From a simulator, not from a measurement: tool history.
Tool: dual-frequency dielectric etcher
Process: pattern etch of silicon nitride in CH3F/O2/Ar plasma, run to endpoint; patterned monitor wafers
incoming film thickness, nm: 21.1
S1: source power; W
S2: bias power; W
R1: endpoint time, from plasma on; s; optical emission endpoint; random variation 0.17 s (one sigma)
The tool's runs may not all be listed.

run 1 hour=0.0 | S1=420 S2=56 | R1=28.975
run 2 hour=6.4 | S1=390 S2=55 | R1=29.727
run 3 hour=12.5 | S1=360 S2=55 | R1=31.102
run 4 hour=15.4 | S1=350 S2=55 | R1=31.593
run 5 hour=22.2 | S1=380 S2=55 | R1=30.422
run 6 hour=30.9 | S1=360 S2=55 | R1=31.027
run 7 hour=35.3 | S1=350 S2=55 | R1=31.388
run 8 hour=37.4 | S1=340 S2=55 | R1=31.538

The next listed run, before its measurement:
run 9 hour=39.9 | S1=330 S2=55 | R1=?

Run 9 gave R1 32.139 s.
